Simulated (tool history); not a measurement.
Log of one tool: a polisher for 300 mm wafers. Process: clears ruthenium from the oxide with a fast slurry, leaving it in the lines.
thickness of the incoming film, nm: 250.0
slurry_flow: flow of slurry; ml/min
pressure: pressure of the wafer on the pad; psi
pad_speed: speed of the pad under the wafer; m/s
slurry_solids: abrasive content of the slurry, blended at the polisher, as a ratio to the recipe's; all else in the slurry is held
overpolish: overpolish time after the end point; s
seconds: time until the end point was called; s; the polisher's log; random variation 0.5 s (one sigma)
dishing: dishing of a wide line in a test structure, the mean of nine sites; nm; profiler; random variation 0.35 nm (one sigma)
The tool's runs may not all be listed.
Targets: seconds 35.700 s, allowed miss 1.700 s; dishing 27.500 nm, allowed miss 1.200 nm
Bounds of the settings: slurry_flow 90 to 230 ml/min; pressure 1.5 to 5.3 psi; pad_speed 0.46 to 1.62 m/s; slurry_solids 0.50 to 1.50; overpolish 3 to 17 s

run,day,slurry_flow,pressure,pad_speed,slurry_solids,overpolish,seconds,dishing
1,0.000,150,3.4,1.04,1.00,9,36.449,43.405
2,0.033,165,3.4,1.04,1.00,9,36.371,42.587
3,0.192,180,3.4,1.04,1.00,9,35.619,44.835
4,0.442,180,3.4,1.04,1.00,7,36.037,36.944
5,0.767,180,3.1,1.04,1.00,7,38.002,34.459
6,0.967,180,3.1,1.06,1.00,6,37.648,30.674
7,1.154,190,3.3,1.08,1.00,4,34.804,23.129
8,1.346,190,3.2,1.08,1.00,4,35.612,22.644

5 next moves are on the table. One of them brings every result within its allowed miss. Which?
A,1.538,170,3.1,1.06,1.05,3,?,?
B,1.538,180,4.1,1.06,0.70,6,?,?
C,1.538,190,3.2,1.04,1.15,3,?,?
D,1.538,200,3.1,1.14,0.90,3,?,?
E,1.538,145,3.6,1.16,0.80,5,?,?

move,seconds,dishing
A,36.648,16.476
B,36.366,30.525
C,34.468,17.425
D,35.842,16.815
E,35.448,26.730
A: further off than the last run
B: takes the result that was furthest off past its target
C: further off than the last run
D: further off than the last run
E: meets every target
Answer: E
